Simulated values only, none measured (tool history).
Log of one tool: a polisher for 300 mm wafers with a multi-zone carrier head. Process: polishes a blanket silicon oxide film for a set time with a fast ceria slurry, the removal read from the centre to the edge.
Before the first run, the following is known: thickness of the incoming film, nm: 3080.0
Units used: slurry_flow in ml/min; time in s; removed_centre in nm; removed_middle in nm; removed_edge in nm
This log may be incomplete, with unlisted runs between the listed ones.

run 1 day=0.000 | slurry_flow=210 centre_zone=1.00 middle_zone=1.00 edge_zone=1.00 time=61 | removed_centre=466.34 removed_middle=472.63 removed_edge=464.68
run 2 day=0.112 | slurry_flow=210 centre_zone=0.93 middle_zone=1.00 edge_zone=1.00 time=61 | removed_centre=438.17 removed_middle=475.64 removed_edge=457.50
run 3 day=0.288 | slurry_flow=210 centre_zone=0.93 middle_zone=0.92 edge_zone=1.00 time=61 | removed_centre=437.14 removed_middle=441.39 removed_edge=466.23
run 4 day=0.408 | slurry_flow=210 centre_zone=0.93 middle_zone=0.92 edge_zone=0.96 time=61 | removed_centre=433.11 removed_middle=441.90 removed_edge=461.93
run 5 day=0.592 | slurry_flow=210 centre_zone=0.93 middle_zone=1.00 edge_zone=0.96 time=61 | removed_centre=439.96 removed_middle=466.85 removed_edge=459.84
run 6 day=0.738 | slurry_flow=210 centre_zone=0.95 middle_zone=1.02 edge_zone=0.95 time=56 | removed_centre=411.15 removed_middle=434.46 removed_edge=421.65
run 7 day=1.092 | slurry_flow=210 centre_zone=0.97 middle_zone=1.05 edge_zone=0.94 time=52 | removed_centre=382.33 removed_middle=408.07 removed_edge=391.50
run 8 day=1.183 | slurry_flow=210 centre_zone=0.99 middle_zone=1.08 edge_zone=0.92 time=50 | removed_centre=382.39 removed_middle=398.35 removed_edge=370.69
run 9 day=1.288 | slurry_flow=205 centre_zone=0.99 middle_zone=1.09 edge_zone=0.90 time=49 | removed_centre=369.90 removed_middle=405.55 removed_edge=362.88
run 10 day=1.467 | slurry_flow=205 centre_zone=1.00 middle_zone=1.09 edge_zone=0.89 time=47 | removed_centre=358.00 removed_middle=378.29 removed_edge=349.80
run 11 day=1.496 | slurry_flow=200 centre_zone=1.01 middle_zone=1.10 edge_zone=0.88 time=46 | removed_centre=353.26 removed_middle=376.37 removed_edge=339.53
run 12 day=1.654 | slurry_flow=200 centre_zone=1.01 middle_zone=1.10 edge_zone=0.88 time=46 | removed_centre=354.23 removed_middle=378.08 removed_edge=338.15
run 13 day=1.933 | slurry_flow=155 centre_zone=1.02 middle_zone=1.07 edge_zone=0.81 time=42 | removed_centre=313.84 removed_middle=321.28 removed_edge=292.85
run 14 day=2.138 | slurry_flow=165 centre_zone=1.02 middle_zone=1.08 edge_zone=0.81 time=42 | removed_centre=315.16 removed_middle=328.91 removed_edge=295.05
run 15 day=2.400 | slurry_flow=170 centre_zone=1.02 middle_zone=1.08 edge_zone=0.81 time=42 | removed_centre=321.63 removed_middle=331.74 removed_edge=293.58

Expected results for the next run?
run 16 day=2.462 | slurry_flow=175 centre_zone=1.02 middle_zone=1.08 edge_zone=0.81 time=42 | removed_centre=? removed_middle=? removed_edge=?

Run 16 came out at removed_centre 319.31 nm, removed_middle 332.29 nm, removed_edge 297.73 nm.
